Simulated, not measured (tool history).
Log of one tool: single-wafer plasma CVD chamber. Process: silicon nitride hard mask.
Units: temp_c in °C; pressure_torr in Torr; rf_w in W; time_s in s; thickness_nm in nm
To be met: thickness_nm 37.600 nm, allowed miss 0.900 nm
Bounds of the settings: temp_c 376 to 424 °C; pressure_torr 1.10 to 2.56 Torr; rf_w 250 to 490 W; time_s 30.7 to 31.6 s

run  hour  temp_c  pressure_torr  rf_w  time_s  thickness_nm
  1   0.0     400           1.83   370    30.7        43.966
  2   8.6     400           1.67   355    30.7        41.141
  3  11.3     400           1.81   355    30.7        42.460
  4  12.8     400           1.81   375    30.7        43.992
  5  19.8     400           1.81   375    31.6        45.001
  6  22.3     400           1.64   360    31.5        42.377
  7  23.7     400           1.51   355    31.5        40.492
  8  25.6     400           1.21   345    31.5        34.795
  9  27.2     400           1.27   345    31.5        36.016
 10  31.4     400           1.31   345    31.5        37.059

Which of these 4 next moves meets every target?
  A  35.6     395           1.28   350    30.8             ?
  B  35.6     401           1.27   350    30.9             ?
  C  35.6     399           1.27   345    31.2             ?
  D  35.6     403           1.52   310    31.4             ?

move  thickness_nm
   A        35.941
   B        35.772
   C        35.884
   D        37.804
A: further off than the last run
B: further off than the last run
C: further off than the last run
D: meets every target
The right move is D.
